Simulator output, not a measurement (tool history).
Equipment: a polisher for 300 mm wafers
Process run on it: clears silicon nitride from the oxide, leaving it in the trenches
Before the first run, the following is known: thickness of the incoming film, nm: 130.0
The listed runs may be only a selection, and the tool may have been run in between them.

| run | hour | flow of slurry (ml/min) | pressure of the wafer on the pad (psi) | speed of the pad under the wafer (m/s) | overpolish time after the end point (s) | time until the end point was called (s) |
|---|---|---|---|---|---|---|
| 1 | 0.0 | 130 | 3.4 | 1.26 | 21 | 84.198 |
| 2 | 3.1 | 130 | 2.9 | 1.26 | 21 | 95.833 |
| 3 | 10.7 | 145 | 2.9 | 1.26 | 21 | 94.714 |
| 4 | 17.4 | 145 | 2.9 | 1.26 | 21 | 94.487 |
| 5 | 18.5 | 145 | 3.3 | 1.26 | 21 | 85.021 |
| 6 | 24.9 | 145 | 3.3 | 1.04 | 21 | 101.200 |
| 7 | 26.5 | 175 | 4.3 | 1.06 | 21 | 74.168 |

Run 8 is up next; what results do you expect?
| 8 | 32.3 | 175 | 4.4 | 1.06 | 21 | ? |

Run 8 measured time until the end point was called (s) 72.765.
